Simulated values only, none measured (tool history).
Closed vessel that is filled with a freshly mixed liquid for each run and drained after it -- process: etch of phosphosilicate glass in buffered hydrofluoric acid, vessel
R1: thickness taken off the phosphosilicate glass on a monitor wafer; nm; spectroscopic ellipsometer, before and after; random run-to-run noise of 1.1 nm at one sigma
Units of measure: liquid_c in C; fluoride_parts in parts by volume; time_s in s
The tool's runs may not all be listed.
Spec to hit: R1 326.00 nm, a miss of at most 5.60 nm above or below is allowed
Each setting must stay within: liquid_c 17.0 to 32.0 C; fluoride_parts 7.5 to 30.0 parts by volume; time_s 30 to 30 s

run 1 hour=0.0 | liquid_c=25.0 fluoride_parts=21.0 time_s=30 | R1=109.95
run 2 hour=2.7 | liquid_c=26.5 fluoride_parts=18.5 time_s=30 | R1=134.37
run 3 hour=10.2 | liquid_c=27.5 fluoride_parts=16.5 time_s=30 | R1=159.28
run 4 hour=15.6 | liquid_c=27.5 fluoride_parts=11.5 time_s=30 | R1=226.22
run 5 hour=17.7 | liquid_c=27.5 fluoride_parts=9.0 time_s=30 | R1=277.39
run 6 hour=19.9 | liquid_c=24.0 fluoride_parts=9.0 time_s=30 | R1=228.03
run 7 hour=21.9 | liquid_c=25.5 fluoride_parts=9.0 time_s=30 | R1=249.35
run 8 hour=29.3 | liquid_c=26.5 fluoride_parts=9.0 time_s=30 | R1=261.84
run 9 hour=33.2 | liquid_c=27.5 fluoride_parts=9.0 time_s=30 | R1=277.73
run 10 hour=42.0 | liquid_c=28.0 fluoride_parts=9.0 time_s=30 | R1=285.51
run 11 hour=46.7 | liquid_c=28.5 fluoride_parts=9.0 time_s=30 | R1=291.99
run 12 hour=49.1 | liquid_c=28.5 fluoride_parts=9.0 time_s=30 | R1=291.73
run 13 hour=56.3 | liquid_c=29.0 fluoride_parts=9.0 time_s=30 | R1=300.36
run 14 hour=58.2 | liquid_c=29.5 fluoride_parts=9.0 time_s=30 | R1=308.47

5 next moves are on the table. One of them brings every result within its allowed miss. Which?
run A hour=60.1 | liquid_c=26.5 fluoride_parts=8.0 time_s=30 | R1=?
run B hour=60.1 | liquid_c=27.0 fluoride_parts=8.0 time_s=30 | R1=?
run C hour=60.1 | liquid_c=32.0 fluoride_parts=11.5 time_s=30 | R1=?
run D hour=60.1 | liquid_c=30.5 fluoride_parts=9.0 time_s=30 | R1=?
run E hour=60.1 | liquid_c=32.0 fluoride_parts=11.0 time_s=30 | R1=?

move=A R1=297.53
move=B R1=305.71
move=C R1=287.01
move=D R1=324.57
move=E R1=299.71
A: lands further from the targets than the last run did
B: lands further from the targets than the last run did
C: lands further from the targets than the last run did
D: meets every target
E: lands further from the targets than the last run did
The move that meets every target is D.
